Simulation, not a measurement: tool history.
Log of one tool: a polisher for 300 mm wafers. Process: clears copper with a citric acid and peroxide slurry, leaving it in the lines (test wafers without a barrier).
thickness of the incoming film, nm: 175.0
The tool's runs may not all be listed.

run,hour,flow of slurry (ml/min),pressure of the wafer on the pad (psi),speed of the pad under the wafer (cm/s),abrasive content of the slurry,overpolish time after the end point (s),time until the end point was called (s),dishing of a wide line in a test structure (angstrom)
1,0.0,235,2.8,94,1.00,11,90.919,159.90
2,0.7,235,2.8,94,1.10,11,88.627,173.55
3,8.7,235,2.6,94,1.15,12,94.916,182.47
4,12.3,275,2.6,94,1.15,12,93.096,181.12
5,21.3,275,2.5,94,1.20,13,95.842,188.76
6,27.9,305,2.5,94,1.20,13,92.892,180.32
7,30.2,290,2.4,94,1.20,14,97.762,188.24

Run 8 comes next. What will it give?
8,36.5,280,2.3,94,1.25,15,?,?

time until the end point was called (s): 101.930
dishing of a wide line in a test structure (angstrom): 192.64
